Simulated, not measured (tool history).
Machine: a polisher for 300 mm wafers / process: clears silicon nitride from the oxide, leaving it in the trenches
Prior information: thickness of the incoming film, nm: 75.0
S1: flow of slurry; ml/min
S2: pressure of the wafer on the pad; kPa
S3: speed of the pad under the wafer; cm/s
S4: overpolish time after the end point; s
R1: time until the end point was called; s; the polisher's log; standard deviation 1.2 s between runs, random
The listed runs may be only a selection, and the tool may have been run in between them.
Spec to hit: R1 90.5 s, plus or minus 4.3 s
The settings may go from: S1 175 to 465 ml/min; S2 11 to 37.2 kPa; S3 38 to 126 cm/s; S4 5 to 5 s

| run | day | S1 | S2 | S3 | S4 | R1 |
|---|---|---|---|---|---|---|
| 1 | 0 | 295 | 24.1 | 82 | 5 | 60.663 |
| 2 | 0.329 | 295 | 21.4 | 82 | 5 | 65.258 |
| 3 | 0.658 | 295 | 18.6 | 80 | 5 | 74.598 |
| 4 | 0.892 | 295 | 17.2 | 80 | 5 | 79.22 |
| 5 | 1.225 | 295 | 21.4 | 80 | 5 | 67.456 |
| 6 | 1.408 | 295 | 19.3 | 80 | 5 | 73.712 |
| 7 | 1.625 | 295 | 17.9 | 80 | 5 | 77.091 |
| 8 | 1.942 | 295 | 16.5 | 80 | 5 | 82.249 |
| 9 | 2.042 | 295 | 15.9 | 80 | 5 | 81.389 |
| 10 | 2.067 | 295 | 15.2 | 80 | 5 | 85.233 |

Exactly one of the 4 candidate moves below puts every result within its allowed miss. Which one?
| A | 2.092 | 325 | 15.9 | 88 | 5 | ? |
| B | 2.092 | 305 | 15.9 | 82 | 5 | ? |
| C | 2.092 | 285 | 13.1 | 84 | 5 | ? |
| D | 2.092 | 250 | 13.1 | 104 | 5 | ? |

| move | R1 |
|---|---|
| A | 77.069 |
| B | 81.708 |
| C | 91.017 |
| D | 78.483 |
A: lands further from the targets than the last run did
B: lands further from the targets than the last run did
C: all results land within tolerance of their targets
D: lands further from the targets than the last run did
So the answer is move C, the one that meets all the targets.

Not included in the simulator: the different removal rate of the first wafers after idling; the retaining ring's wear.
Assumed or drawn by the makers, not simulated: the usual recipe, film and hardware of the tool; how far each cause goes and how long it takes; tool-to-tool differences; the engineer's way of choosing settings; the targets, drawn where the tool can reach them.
